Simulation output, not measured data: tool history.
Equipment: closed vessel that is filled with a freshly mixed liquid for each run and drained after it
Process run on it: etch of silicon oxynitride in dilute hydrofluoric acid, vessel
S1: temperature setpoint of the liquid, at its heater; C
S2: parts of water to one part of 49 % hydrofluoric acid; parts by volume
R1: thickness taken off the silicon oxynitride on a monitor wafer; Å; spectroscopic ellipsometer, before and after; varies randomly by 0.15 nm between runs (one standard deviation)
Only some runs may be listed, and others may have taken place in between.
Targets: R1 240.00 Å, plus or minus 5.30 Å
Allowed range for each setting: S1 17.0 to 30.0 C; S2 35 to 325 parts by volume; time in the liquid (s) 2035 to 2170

{"run": 1, "hour": 0.0, "S1": 22.0, "S2": 180, "time in the liquid (s)": 2035, "R1": 368.81}
{"run": 2, "hour": 5.2, "S1": 22.0, "S2": 180, "time in the liquid (s)": 2170, "R1": 395.61}
{"run": 3, "hour": 8.3, "S1": 22.0, "S2": 140, "time in the liquid (s)": 2170, "R1": 522.3}
{"run": 4, "hour": 12.7, "S1": 21.5, "S2": 150, "time in the liquid (s)": 2170, "R1": 470.76}
{"run": 5, "hour": 20.4, "S1": 21.5, "S2": 150, "time in the liquid (s)": 2170, "R1": 478.48}
{"run": 6, "hour": 28.6, "S1": 21.5, "S2": 150, "time in the liquid (s)": 2035, "R1": 440.32}
{"run": 7, "hour": 33.2, "S1": 21.0, "S2": 155, "time in the liquid (s)": 2035, "R1": 418.9}
{"run": 8, "hour": 36.3, "S1": 20.5, "S2": 160, "time in the liquid (s)": 2035, "R1": 392.94}
{"run": 9, "hour": 39.2, "S1": 20.0, "S2": 165, "time in the liquid (s)": 2035, "R1": 370.42}
{"run": 10, "hour": 41.5, "S1": 17.0, "S2": 220, "time in the liquid (s)": 2035, "R1": 231.98}

Which of these 5 next moves meets every target?
{"run": "A", "hour": 43.8, "S1": 17.0, "S2": 230, "time in the liquid (s)": 2105, "R1": "?"}
{"run": "B", "hour": 43.8, "S1": 17.0, "S2": 225, "time in the liquid (s)": 2055, "R1": "?"}
{"run": "C", "hour": 43.8, "S1": 18.0, "S2": 240, "time in the liquid (s)": 2050, "R1": "?"}
{"run": "D", "hour": 43.8, "S1": 17.0, "S2": 225, "time in the liquid (s)": 2150, "R1": "?"}
{"run": "E", "hour": 43.8, "S1": 17.0, "S2": 225, "time in the liquid (s)": 2035, "R1": "?"}

move=A R1=228.37
move=B R1=228.56
move=C R1=222.08
move=D R1=239.12
move=E R1=226.33
A: moves away from the targets compared with the last run
B: moves away from the targets compared with the last run
C: moves away from the targets compared with the last run
D: all results in spec
E: moves away from the targets compared with the last run
So the answer is move D, the one that meets all the targets.

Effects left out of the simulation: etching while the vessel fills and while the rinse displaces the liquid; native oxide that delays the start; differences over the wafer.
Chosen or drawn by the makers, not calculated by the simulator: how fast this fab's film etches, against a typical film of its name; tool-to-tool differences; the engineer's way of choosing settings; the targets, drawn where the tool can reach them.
